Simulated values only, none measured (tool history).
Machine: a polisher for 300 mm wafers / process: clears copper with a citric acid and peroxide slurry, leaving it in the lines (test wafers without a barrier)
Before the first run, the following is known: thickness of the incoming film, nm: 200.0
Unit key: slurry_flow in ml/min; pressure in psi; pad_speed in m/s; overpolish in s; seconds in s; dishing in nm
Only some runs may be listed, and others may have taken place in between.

run,day,slurry_flow,pressure,pad_speed,slurry_solids,overpolish,seconds,dishing
1,0,125,2.7,1.28,1,18,89.254,27.4
2,0.296,125,2.7,1.52,1,18,80.264,29.61
3,0.667,130,2.6,1.52,1,15,84.509,26.14
4,0.783,125,2.7,1.5,1,12,81.276,21.496
5,0.862,110,2.7,1.5,1,12,82.762,20.587
6,0.933,105,2.7,1.5,1,12,85.444,20.703

The next listed run, before its measurement:
# day 1.225: head pressure recalibrated
7,1.225,105,2.7,1.5,1,11,?,?

{"run 7": {"seconds": 75.357, "dishing": 20.617}}
